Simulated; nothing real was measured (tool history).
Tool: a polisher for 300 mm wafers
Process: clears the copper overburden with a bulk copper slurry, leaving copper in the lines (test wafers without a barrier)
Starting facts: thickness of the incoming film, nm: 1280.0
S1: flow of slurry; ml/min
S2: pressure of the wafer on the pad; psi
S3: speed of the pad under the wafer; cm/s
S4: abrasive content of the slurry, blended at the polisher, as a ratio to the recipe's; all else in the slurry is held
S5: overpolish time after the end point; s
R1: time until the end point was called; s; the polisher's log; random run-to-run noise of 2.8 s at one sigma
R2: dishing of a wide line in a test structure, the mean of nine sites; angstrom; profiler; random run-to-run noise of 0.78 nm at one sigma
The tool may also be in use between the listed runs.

| run | hour | S1 | S2 | S3 | S4 | S5 | R1 | R2 |
|---|---|---|---|---|---|---|---|---|
| 1 | 0 | 125 | 2.9 | 128 | 1 | 24 | 110.62 | 419.82 |
| 2 | 7.2 | 120 | 2.4 | 122 | 1 | 23 | 141.09 | 420.6 |
| 3 | 10.3 | 120 | 2.9 | 122 | 1 | 23 | 114.68 | 432.56 |
| 4 | 17.3 | 120 | 2.9 | 122 | 1.1 | 23 | 114.59 | 421.45 |
| 5 | 20.3 | 120 | 2.4 | 116 | 1.15 | 22 | 138.25 | 410.12 |
| 6 | 23.2 | 120 | 2.4 | 116 | 1.25 | 22 | 136.18 | 400.74 |
| 7 | 30.1 | 115 | 2 | 110 | 1.25 | 22 | 171.55 | 390.7 |
| 8 | 37.5 | 110 | 1.8 | 110 | 1.2 | 23 | 189.57 | 384.21 |

Predict the results of run 9:
| 9 | 40.8 | 110 | 1.7 | 108 | 1.15 | 23 | ? | ? |

R1: 209.21 s
R2: 359.16 angstrom
